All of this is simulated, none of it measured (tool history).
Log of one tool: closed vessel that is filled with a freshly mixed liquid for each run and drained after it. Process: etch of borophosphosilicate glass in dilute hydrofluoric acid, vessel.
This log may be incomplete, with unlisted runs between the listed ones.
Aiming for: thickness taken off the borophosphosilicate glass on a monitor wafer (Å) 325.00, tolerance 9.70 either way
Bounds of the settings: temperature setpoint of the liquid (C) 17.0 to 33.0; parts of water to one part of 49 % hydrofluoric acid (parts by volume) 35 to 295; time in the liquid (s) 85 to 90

run,hour,temperature setpoint of the liquid (C),parts of water to one part of 49 % hydrofluoric acid (parts by volume),time in the liquid (s),thickness taken off the borophosphosilicate glass on a monitor wafer (Å)
1,0.0,25.0,165,85,124.46
2,2.6,26.0,150,85,146.38
3,6.8,26.0,150,90,152.27
4,15.5,29.0,150,90,172.54
5,17.7,29.0,150,90,168.68
6,24.0,29.0,95,90,295.82
7,32.5,29.0,95,90,290.19
8,37.5,29.5,95,90,296.64
9,40.2,30.0,95,90,304.83
10,41.2,30.5,95,90,306.89
11,48.7,31.0,95,90,314.32

Exactly one of the 5 candidate moves below puts every result within its allowed miss. Which one?
A,56.2,25.0,80,90,?
B,56.2,30.5,90,90,?
C,56.2,27.0,85,90,?
D,56.2,28.5,90,90,?
E,56.2,32.0,100,90,?

move,thickness taken off the borophosphosilicate glass on a monitor wafer (Å)
A,298.24
B,322.95
C,301.50
D,299.45
E,302.48
A: further off than the last run
B: all results in spec
C: further off than the last run
D: further off than the last run
E: further off than the last run
So the answer is move B, the one that meets all the targets.
